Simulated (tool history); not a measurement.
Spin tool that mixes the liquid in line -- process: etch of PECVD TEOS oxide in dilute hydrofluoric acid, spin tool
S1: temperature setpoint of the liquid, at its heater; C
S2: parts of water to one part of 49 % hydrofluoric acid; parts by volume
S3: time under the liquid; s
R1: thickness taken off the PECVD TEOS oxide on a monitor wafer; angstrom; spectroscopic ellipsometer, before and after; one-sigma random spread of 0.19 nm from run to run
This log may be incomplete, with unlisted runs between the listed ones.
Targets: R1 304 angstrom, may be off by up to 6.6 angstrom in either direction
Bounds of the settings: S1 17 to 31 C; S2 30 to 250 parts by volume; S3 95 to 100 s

run  hour    S1   S2  S3      R1
  1     0    23  140  95  102.51
  2   5.7    23  140  95   102.3
  3  10.7    23  105  95  141.58
  4  12.8  24.5   95  95  168.04
     17.9  -- hydrofluoric acid flow meter replaced
  5  17.9  24.5   95  95   151.1
  6  24.8  25.5   85  95  178.67
  7    32  26.5   75  95  211.19
  8  36.5    27   70  95   233.1
  9  44.6  27.5   70  95  237.24
 10  52.5    28   70  95  244.59
 11  55.6  28.5   70  95  246.33
 12    58    29   70  95     254
 13  66.2  29.5   70  95   256.9
 14  74.5  30.5   65  95  288.54

Exercise: of the 4 proposed moves below, exactly one satisfies all targets within the stated allowed misses. Which move is it?
  A  82.8  29.5  60   95   ?
  B  82.8    31  60   95   ?
  C  82.8  30.5  70  100   ?
  D  82.8    31  70  100   ?

move      R1
   A  302.33
   B  320.45
   C  279.32
   D  284.72
A: in spec on every target
B: carries the result that was furthest off beyond its target, to the other side
C: the biggest miss grows against the last run
D: the biggest miss grows against the last run
A meets every target.
